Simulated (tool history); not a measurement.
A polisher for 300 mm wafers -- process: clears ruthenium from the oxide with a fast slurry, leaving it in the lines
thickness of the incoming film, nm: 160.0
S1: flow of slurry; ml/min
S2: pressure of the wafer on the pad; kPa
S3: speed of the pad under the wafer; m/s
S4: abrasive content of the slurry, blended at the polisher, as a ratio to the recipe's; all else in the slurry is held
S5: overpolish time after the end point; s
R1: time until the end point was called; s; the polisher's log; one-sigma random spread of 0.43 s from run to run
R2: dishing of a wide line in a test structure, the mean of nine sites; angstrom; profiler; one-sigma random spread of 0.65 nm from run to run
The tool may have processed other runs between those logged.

run	hour	S1	S2	S3	S4	S5	R1	R2
1	0.0	260	14.5	0.86	1.0	14	56.997	312.14
2	2.0	260	14.5	0.86	1.0	10	58.096	231.47
3	2.7	260	14.5	0.86	1.2	10	52.298	257.40
4	8.8	260	17.9	0.86	1.2	10	43.398	309.27
5	17.1	260	17.9	0.86	1.2	8	42.464	257.57
6	22.8	260	17.9	0.78	1.2	8	46.244	226.69

Predict the results of run 7:
7	23.6	260	17.9	0.78	1.2	9	?	?

{"run 7": {"R1": 45.978, "R2": 261.32}}
